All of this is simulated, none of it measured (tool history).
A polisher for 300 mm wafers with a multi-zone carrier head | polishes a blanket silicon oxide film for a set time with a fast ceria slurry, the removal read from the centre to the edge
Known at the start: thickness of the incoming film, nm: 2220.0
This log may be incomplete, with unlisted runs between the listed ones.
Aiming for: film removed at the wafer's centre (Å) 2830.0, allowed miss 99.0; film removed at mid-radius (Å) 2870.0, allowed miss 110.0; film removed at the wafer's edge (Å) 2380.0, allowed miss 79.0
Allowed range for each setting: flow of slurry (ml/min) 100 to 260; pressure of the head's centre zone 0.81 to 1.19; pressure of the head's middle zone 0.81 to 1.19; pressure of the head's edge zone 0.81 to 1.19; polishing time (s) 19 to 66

run,day,flow of slurry (ml/min),pressure of the head's centre zone,pressure of the head's middle zone,pressure of the head's edge zone,polishing time (s),film removed at the wafer's centre (Å),film removed at mid-radius (Å),film removed at the wafer's edge (Å)
1,0.000,165,1.00,1.00,1.00,42,3855.2,3957.4,3709.5
2,0.346,165,1.00,0.97,1.00,42,3782.5,3784.8,3746.6
3,0.442,165,1.01,0.99,0.97,39,3611.7,3532.3,3412.3
4,0.533,160,1.01,1.02,0.94,37,3350.0,3406.8,3213.7
5,0.567,160,1.01,1.02,1.02,37,3379.6,3406.5,3347.5
6,0.733,125,1.01,1.02,1.02,37,3100.5,3232.0,3174.8
7,0.892,125,1.03,1.05,0.97,35,3051.0,3101.2,2930.6
8,0.950,120,1.04,1.07,0.94,34,2894.5,2994.1,2789.1
9,1.146,120,1.06,1.09,0.91,33,2972.7,3016.3,2654.8
10,1.425,120,1.06,1.09,0.91,33,2933.2,2943.0,2643.5
11,1.579,115,1.06,1.10,0.89,33,2948.2,2931.4,2663.5
12,1.783,120,1.07,1.12,0.88,32,2803.6,3025.8,2524.7
13,1.979,110,1.12,1.09,0.82,31,2811.1,2746.5,2317.2

Exercise: of the 4 proposed moves below, exactly one satisfies all targets within the stated allowed misses. Which move is it?
A,2.175,100,1.03,1.00,0.92,33,?,?,?
B,2.175,110,0.98,1.16,0.84,34,?,?,?
C,2.175,110,1.14,1.01,0.85,31,?,?,?
D,2.175,145,1.08,1.11,0.81,30,?,?,?

move,film removed at the wafer's centre (Å),film removed at mid-radius (Å),film removed at the wafer's edge (Å)
A,2644.1,2661.6,2574.2
B,2689.7,3137.2,2595.3
C,2853.4,2596.5,2382.6
D,2844.2,2885.5,2373.1
A: its largest miss is bigger than the last run's
B: the result that was furthest off in the last run now lies on the other side of its target
C: its largest miss is bigger than the last run's
D: hits every target within its allowed miss
The move that meets every target is D.
